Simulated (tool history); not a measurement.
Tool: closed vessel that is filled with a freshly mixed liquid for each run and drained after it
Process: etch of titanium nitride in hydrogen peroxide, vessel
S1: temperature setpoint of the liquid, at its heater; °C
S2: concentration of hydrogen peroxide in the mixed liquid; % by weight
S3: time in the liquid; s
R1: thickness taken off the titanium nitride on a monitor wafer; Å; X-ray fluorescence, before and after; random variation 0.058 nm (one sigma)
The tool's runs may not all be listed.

run,hour,S1,S2,S3,R1
1,0,58,17,260,120.29
2,0.8,58,17,260,120.37
3,6.2,58,19,260,125.12
4,14.1,54.5,19,260,98.39
5,19.1,53,19,260,88.399
6,25.6,52,19,260,79.71
7,33.3,51.5,19,260,79.126

Run 8 comes next. What will it give?
8,42.3,51,19,260,?

R1: 74.822 Å

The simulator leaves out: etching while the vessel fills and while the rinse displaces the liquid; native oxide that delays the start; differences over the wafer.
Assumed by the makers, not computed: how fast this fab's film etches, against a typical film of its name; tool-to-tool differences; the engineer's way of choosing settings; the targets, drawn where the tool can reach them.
